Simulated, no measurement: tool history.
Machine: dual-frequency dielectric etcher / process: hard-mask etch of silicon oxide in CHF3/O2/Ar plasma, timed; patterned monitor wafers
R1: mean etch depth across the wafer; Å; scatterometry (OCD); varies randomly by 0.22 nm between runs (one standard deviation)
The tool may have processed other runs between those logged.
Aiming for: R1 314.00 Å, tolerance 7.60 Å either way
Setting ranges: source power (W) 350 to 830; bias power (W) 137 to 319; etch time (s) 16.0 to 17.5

run 1 hour=0.0 | source_power_(W)=590 bias_power_(W)=228 etch_time_(s)=17.5 | R1=377.70
run 2 hour=7.4 | source_power_(W)=530 bias_power_(W)=216 etch_time_(s)=17.5 | R1=363.24
run 3 hour=13.2 | source_power_(W)=490 bias_power_(W)=199 etch_time_(s)=17.0 | R1=341.13
run 4 hour=21.1 | source_power_(W)=460 bias_power_(W)=191 etch_time_(s)=17.0 | R1=331.80
-- hour=29.1 wet clean of the chamber
run 5 hour=29.1 | source_power_(W)=460 bias_power_(W)=168 etch_time_(s)=17.0 | R1=307.84
run 6 hour=37.2 | source_power_(W)=460 bias_power_(W)=168 etch_time_(s)=16.0 | R1=285.84
run 7 hour=41.8 | source_power_(W)=460 bias_power_(W)=177 etch_time_(s)=16.0 | R1=290.53
run 8 hour=45.0 | source_power_(W)=490 bias_power_(W)=182 etch_time_(s)=16.0 | R1=298.59
run 9 hour=46.4 | source_power_(W)=490 bias_power_(W)=187 etch_time_(s)=16.0 | R1=297.43
run 10 hour=50.2 | source_power_(W)=490 bias_power_(W)=193 etch_time_(s)=16.0 | R1=304.31

5 candidate next runs follow, results not yet known. Just one meets every target within its allowed miss. Identify it.
run A hour=54.0 | source_power_(W)=370 bias_power_(W)=228 etch_time_(s)=16.5 | R1=?
run B hour=54.0 | source_power_(W)=350 bias_power_(W)=191 etch_time_(s)=17.5 | R1=?
run C hour=54.0 | source_power_(W)=400 bias_power_(W)=176 etch_time_(s)=17.0 | R1=?
run D hour=54.0 | source_power_(W)=480 bias_power_(W)=205 etch_time_(s)=16.5 | R1=?
run E hour=54.0 | source_power_(W)=530 bias_power_(W)=202 etch_time_(s)=17.0 | R1=?

move=A R1=300.43
move=B R1=301.37
move=C R1=297.09
move=D R1=313.01
move=E R1=330.16
A: moves away from the targets compared with the last run
B: moves away from the targets compared with the last run
C: moves away from the targets compared with the last run
D: every result lands within tolerance
E: takes the biggest miss from the last run beyond its target
The right move is D.

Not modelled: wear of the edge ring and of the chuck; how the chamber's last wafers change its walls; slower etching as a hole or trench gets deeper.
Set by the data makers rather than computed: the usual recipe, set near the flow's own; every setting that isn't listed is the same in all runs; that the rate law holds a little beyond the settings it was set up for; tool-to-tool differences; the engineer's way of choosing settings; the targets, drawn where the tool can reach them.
